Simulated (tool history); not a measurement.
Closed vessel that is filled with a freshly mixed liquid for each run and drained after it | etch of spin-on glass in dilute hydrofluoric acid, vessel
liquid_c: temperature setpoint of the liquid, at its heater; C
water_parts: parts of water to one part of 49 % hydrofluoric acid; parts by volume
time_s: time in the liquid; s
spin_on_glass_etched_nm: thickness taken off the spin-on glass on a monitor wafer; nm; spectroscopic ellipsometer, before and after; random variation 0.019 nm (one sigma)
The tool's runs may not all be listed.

run,hour,liquid_c,water_parts,time_s,spin_on_glass_etched_nm
1,0.0,25.0,235,30,3.9533
2,8.2,26.0,235,30,4.1392
3,13.7,25.0,240,30,3.8065
4,19.2,27.0,240,30,4.1151
5,24.7,27.0,240,30,4.1518
6,33.1,25.5,240,30,3.9504

Run 7 comes next. What will it give?
7,41.7,24.5,245,30,?

Run 7 gave spin_on_glass_etched_nm 3.6913 nm.
